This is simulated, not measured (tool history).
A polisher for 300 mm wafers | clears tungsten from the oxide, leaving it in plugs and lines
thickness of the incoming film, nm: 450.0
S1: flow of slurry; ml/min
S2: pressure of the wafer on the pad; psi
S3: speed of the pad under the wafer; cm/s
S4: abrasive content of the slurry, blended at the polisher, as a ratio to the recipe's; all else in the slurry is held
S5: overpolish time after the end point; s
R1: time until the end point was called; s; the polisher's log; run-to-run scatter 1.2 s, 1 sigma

| run | hour | S1 | S2 | S3 | S4 | S5 | R1 |
|---|---|---|---|---|---|---|---|
| 1 | 0 | 295 | 3.9 | 142 | 1 | 15 | 62.535 |
| 2 | 3.1 | 355 | 3.9 | 142 | 1 | 15 | 62.453 |
| 3 | 6.4 | 355 | 3.5 | 140 | 1 | 15 | 66.805 |
| 4 | 12.2 | 355 | 3.5 | 164 | 1 | 15 | 57.419 |
| 5 | 16.8 | 355 | 3 | 160 | 1 | 15 | 69.918 |
| 6 | 17.4 | 395 | 3 | 160 | 1 | 15 | 68.108 |
| 7 | 18.3 | 395 | 2.7 | 160 | 1 | 15 | 74.851 |

Run 8 has not been measured yet. What should we expect?
| 8 | 26.2 | 395 | 2.5 | 160 | 1 | 15 | ? |

{"run 8": {"R1": 76.15}}

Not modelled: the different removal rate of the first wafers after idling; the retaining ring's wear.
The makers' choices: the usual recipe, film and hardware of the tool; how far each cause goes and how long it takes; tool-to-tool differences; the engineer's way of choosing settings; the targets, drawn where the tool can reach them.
